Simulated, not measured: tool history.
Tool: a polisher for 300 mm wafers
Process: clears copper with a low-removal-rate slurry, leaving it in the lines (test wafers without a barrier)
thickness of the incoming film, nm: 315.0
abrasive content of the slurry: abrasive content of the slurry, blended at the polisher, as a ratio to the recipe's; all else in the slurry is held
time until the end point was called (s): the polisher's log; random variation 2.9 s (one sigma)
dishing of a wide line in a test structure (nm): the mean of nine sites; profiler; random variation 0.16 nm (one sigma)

run  hour  flow of slurry (ml/min)  pressure of the wafer on the pad (kPa)  speed of the pad under the wafer (m/s)  abrasive content of the slurry  overpolish time after the end point (s)  time until the end point was called (s)  dishing of a wide line in a test structure (nm)
  1     0                      130                                    24.1                                    0.84                               1                                       13                                   122.77                                           21.437
  2   6.1                      130                                      20                                    0.84                               1                                       13                                   151.99                                           18.454
  3   7.5                      130                                      20                                    0.84                               1                                       11                                   154.36                                           15.946
  4  14.3                      135                                      20                                    0.84                               1                                       10                                   148.33                                            14.59
  5  20.1                      135                                    25.5                                    0.84                               1                                       10                                   121.01                                           17.803
  6  22.1                      140                                    24.1                                    0.84                               1                                        9                                   127.81                                           15.657
  7  25.1                      140                                    23.4                                    0.84                               1                                        8                                   129.97                                           13.818
  8  32.2                      140                                    22.8                                    0.84                               1                                        8                                   133.48                                           13.812
  9  40.8                      140                                    22.1                                    0.84                               1                                        8                                    135.6                                            13.48
 10  46.9                      140                                    21.4                                    0.84                               1                                        8                                    139.9                                           12.923
     47.5  -- slurry nozzle cleaned
 11  47.5                      140                                    20.7                                    0.84                               1                                        8                                   137.08                                           12.689
 12  48.4                      135                                    15.9                                    0.84                               1                                        6                                   179.68                                           7.8268

Forecast run 13:
 13  52.7                      140                                    16.5                                    0.84                               1                                        6                                        ?                                                ?

{"run 13": {"time until the end point was called (s)": 172.7, "dishing of a wide line in a test structure (nm)": 8.0086}}
